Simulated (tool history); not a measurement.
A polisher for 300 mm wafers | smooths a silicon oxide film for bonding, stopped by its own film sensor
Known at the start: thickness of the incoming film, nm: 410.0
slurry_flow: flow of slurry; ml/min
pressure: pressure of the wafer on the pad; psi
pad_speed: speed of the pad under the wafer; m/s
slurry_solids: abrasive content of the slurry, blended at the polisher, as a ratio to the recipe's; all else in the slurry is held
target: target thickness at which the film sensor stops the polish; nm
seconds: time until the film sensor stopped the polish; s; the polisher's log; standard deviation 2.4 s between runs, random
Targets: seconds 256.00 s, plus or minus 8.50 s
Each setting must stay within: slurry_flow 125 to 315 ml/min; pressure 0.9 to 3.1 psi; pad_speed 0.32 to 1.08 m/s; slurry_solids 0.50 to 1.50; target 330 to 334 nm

Run 1, hour 0.0: slurry_flow 205 ml/min, pressure 2.0 psi, pad_speed 0.70 m/s, slurry_solids 1.00, target 334 nm. Result: seconds 166.34 s.
Run 2, hour 4.8: slurry_flow 205 ml/min, pressure 1.8 psi, pad_speed 0.70 m/s, slurry_solids 1.00, target 334 nm. Result: seconds 183.34 s.
Run 3, hour 9.6: slurry_flow 250 ml/min, pressure 1.8 psi, pad_speed 0.70 m/s, slurry_solids 1.00, target 334 nm. Result: seconds 177.97 s.
Run 4, hour 11.8: slurry_flow 285 ml/min, pressure 1.8 psi, pad_speed 0.70 m/s, slurry_solids 1.00, target 334 nm. Result: seconds 178.46 s.
Run 5, hour 18.1: slurry_flow 285 ml/min, pressure 1.7 psi, pad_speed 0.70 m/s, slurry_solids 1.00, target 334 nm. Result: seconds 189.03 s.
Run 6, hour 25.9: slurry_flow 285 ml/min, pressure 1.6 psi, pad_speed 0.70 m/s, slurry_solids 1.00, target 334 nm. Result: seconds 200.10 s.
Run 7, hour 29.5: slurry_flow 285 ml/min, pressure 1.5 psi, pad_speed 0.70 m/s, slurry_solids 1.00, target 334 nm. Result: seconds 209.79 s.
Run 8, hour 32.1: slurry_flow 285 ml/min, pressure 1.4 psi, pad_speed 0.70 m/s, slurry_solids 1.00, target 334 nm. Result: seconds 223.06 s.
Run 9, hour 34.5: slurry_flow 285 ml/min, pressure 1.3 psi, pad_speed 0.70 m/s, slurry_solids 1.00, target 334 nm. Result: seconds 242.36 s.

Which single option among these 5 for the next run brings every result within its allowed miss of target? Just one does.
Run A, hour 36.9: slurry_flow 220 ml/min, pressure 1.5 psi, pad_speed 0.56 m/s, slurry_solids 1.10, target 334 nm. Result: seconds ?.
Run B, hour 36.9: slurry_flow 280 ml/min, pressure 1.6 psi, pad_speed 0.60 m/s, slurry_solids 0.95, target 334 nm. Result: seconds ?.
Run C, hour 36.9: slurry_flow 315 ml/min, pressure 1.6 psi, pad_speed 0.54 m/s, slurry_solids 1.10, target 330 nm. Result: seconds ?.
Run D, hour 36.9: slurry_flow 260 ml/min, pressure 1.1 psi, pad_speed 0.86 m/s, slurry_solids 1.10, target 330 nm. Result: seconds ?.
Run E, hour 36.9: slurry_flow 220 ml/min, pressure 1.1 psi, pad_speed 0.78 m/s, slurry_solids 0.90, target 333 nm. Result: seconds ?.

move  seconds
   A   238.55
   B   224.70
   C   234.73
   D   253.87
   E   285.99
A: lands further from the targets than the last run did
B: lands further from the targets than the last run did
C: lands further from the targets than the last run did
D: each result inside its tolerance
E: the result that was furthest off in the last run now lies on the other side of its target
The right move is D.

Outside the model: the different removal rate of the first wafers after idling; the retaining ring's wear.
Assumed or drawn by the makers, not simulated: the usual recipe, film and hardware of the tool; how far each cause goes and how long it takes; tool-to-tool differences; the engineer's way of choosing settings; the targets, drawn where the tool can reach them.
